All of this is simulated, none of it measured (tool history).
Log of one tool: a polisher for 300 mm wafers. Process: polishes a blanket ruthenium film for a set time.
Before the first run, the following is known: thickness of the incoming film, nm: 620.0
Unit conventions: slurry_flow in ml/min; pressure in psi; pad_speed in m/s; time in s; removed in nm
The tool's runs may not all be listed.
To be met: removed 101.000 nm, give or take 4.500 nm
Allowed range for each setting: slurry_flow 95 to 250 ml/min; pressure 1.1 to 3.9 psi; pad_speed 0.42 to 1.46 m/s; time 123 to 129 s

run  hour  slurry_flow  pressure  pad_speed  time  removed
  1   0.0          160       2.5       0.94   123  133.780
  2   7.2          160       2.5       1.08   123  150.830
  3  10.1          160       3.0       1.08   123  183.070
  4  13.4          160       3.6       1.08   123  215.960
  5  18.7          140       3.6       1.08   123  208.220
  6  23.4          135       3.0       1.06   123  171.010
  7  32.3          135       2.6       1.04   123  145.540
  8  39.7          130       2.3       1.04   123  128.110
  9  45.6          125       2.1       1.04   123  116.420
 10  47.0          120       1.7       1.04   123   93.934

5 next moves are on the table. One of them brings every result within its allowed miss. Which?
  A  48.4          110       2.1       0.96   129        ?
  B  48.4          110       1.8       0.90   126        ?
  C  48.4          100       1.7       1.00   128        ?
  D  48.4          120       2.0       0.94   123        ?
  E  48.4          140       1.9       1.06   129        ?

move  removed
   A  110.060
   B   87.109
   C   90.180
   D  100.370
   E  116.540
A: carries the result that was furthest off beyond its target, to the other side
B: further off than the last run
C: further off than the last run
D: in spec on every target
E: carries the result that was furthest off beyond its target, to the other side
D is the move that brings every result within its allowed miss.
